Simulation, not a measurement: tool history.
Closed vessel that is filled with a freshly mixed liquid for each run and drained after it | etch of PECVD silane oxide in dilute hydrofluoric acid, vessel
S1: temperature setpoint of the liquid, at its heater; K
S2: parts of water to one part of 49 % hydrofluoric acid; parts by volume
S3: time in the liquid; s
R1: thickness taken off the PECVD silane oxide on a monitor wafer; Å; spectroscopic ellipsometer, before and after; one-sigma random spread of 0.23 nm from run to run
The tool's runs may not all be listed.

{"run": 1, "hour": 0.0, "S1": 295.15, "S2": 155, "S3": 565, "R1": 502.17}
{"run": 2, "hour": 5.7, "S1": 295.15, "S2": 155, "S3": 565, "R1": 494.39}
{"run": 3, "hour": 10.6, "S1": 297.65, "S2": 155, "S3": 565, "R1": 541.09}
{"run": 4, "hour": 16.8, "S1": 297.65, "S2": 200, "S3": 565, "R1": 405.48}
{"run": 5, "hour": 23.8, "S1": 297.65, "S2": 165, "S3": 565, "R1": 504.36}
{"run": 6, "hour": 31.4, "S1": 296.65, "S2": 175, "S3": 565, "R1": 458.59}
{"run": 7, "hour": 39.3, "S1": 295.65, "S2": 185, "S3": 565, "R1": 404.67}
{"run": 8, "hour": 40.6, "S1": 295.15, "S2": 190, "S3": 565, "R1": 394.3}
{"run": 9, "hour": 45.0, "S1": 294.65, "S2": 195, "S3": 565, "R1": 372.76}

Expected results for the next run?
{"run": 10, "hour": 50.5, "S1": 294.15, "S2": 200, "S3": 565, "R1": "?"}

R1: 353.94 Å
